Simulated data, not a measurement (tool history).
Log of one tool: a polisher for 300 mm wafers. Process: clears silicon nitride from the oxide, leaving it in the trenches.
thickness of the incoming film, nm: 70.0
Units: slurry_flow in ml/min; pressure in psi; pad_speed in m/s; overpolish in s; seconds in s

| run | hour | slurry_flow | pressure | pad_speed | overpolish | seconds |
|---|---|---|---|---|---|---|
| 1 | 0.0 | 165 | 2.9 | 0.82 | 13 | 82.480 |
| 2 | 5.6 | 165 | 2.8 | 0.82 | 13 | 86.261 |
| 3 | 14.2 | 130 | 2.8 | 0.82 | 13 | 91.452 |
| 4 | 18.3 | 130 | 3.2 | 0.82 | 13 | 78.760 |
| 5 | 23.2 | 130 | 3.7 | 0.82 | 13 | 68.455 |
| 6 | 29.3 | 170 | 3.7 | 0.82 | 13 | 64.943 |
| 7 | 31.3 | 170 | 3.5 | 0.82 | 13 | 69.235 |

Run 8 comes next. What will it give?
|  | 33.3 | worn pad replaced by a new one |
| 8 | 33.3 | 170 | 3.3 | 0.82 | 13 | ? |

seconds: 67.814 s
